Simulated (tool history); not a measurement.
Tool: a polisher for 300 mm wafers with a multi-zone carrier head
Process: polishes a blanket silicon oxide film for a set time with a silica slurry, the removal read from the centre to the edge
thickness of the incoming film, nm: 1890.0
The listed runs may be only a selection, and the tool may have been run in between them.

run,hour,flow of slurry (ml/min),pressure of the head's centre zone,pressure of the head's middle zone,pressure of the head's edge zone,abrasive content of the slurry,polishing time (s),film removed at the wafer's centre (Å),film removed at mid-radius (Å),film removed at the wafer's edge (Å)
1,0.0,205,1.00,1.00,1.00,1.00,55,2733.4,2669.7,2832.1
2,0.9,205,1.00,1.00,1.00,1.00,66,3299.9,3191.6,3352.1
3,5.3,205,1.00,1.00,1.00,1.00,79,3957.1,3799.9,3917.8
4,5.9,205,1.00,1.00,1.00,1.20,79,4401.1,4201.3,4535.6
5,11.9,205,1.00,1.03,1.00,1.20,79,4372.6,4339.1,4525.0
6,19.7,180,1.00,1.03,1.00,1.20,79,4347.0,4328.3,4490.3
7,28.6,180,0.99,1.01,1.01,1.10,78,3945.7,3959.4,4140.5
8,32.9,180,0.99,1.01,1.01,1.10,78,4008.7,3966.6,4266.8
9,34.8,150,0.90,0.91,0.92,0.85,70,2587.9,2645.7,2903.4

Expected results for the next run?
10,43.3,150,0.90,0.90,0.92,0.85,70,?,?,?

{"run 10": {"film removed at the wafer's centre (Å)": 2641.4, "film removed at mid-radius (Å)": 2593.1, "film removed at the wafer's edge (Å)": 2925.4}}

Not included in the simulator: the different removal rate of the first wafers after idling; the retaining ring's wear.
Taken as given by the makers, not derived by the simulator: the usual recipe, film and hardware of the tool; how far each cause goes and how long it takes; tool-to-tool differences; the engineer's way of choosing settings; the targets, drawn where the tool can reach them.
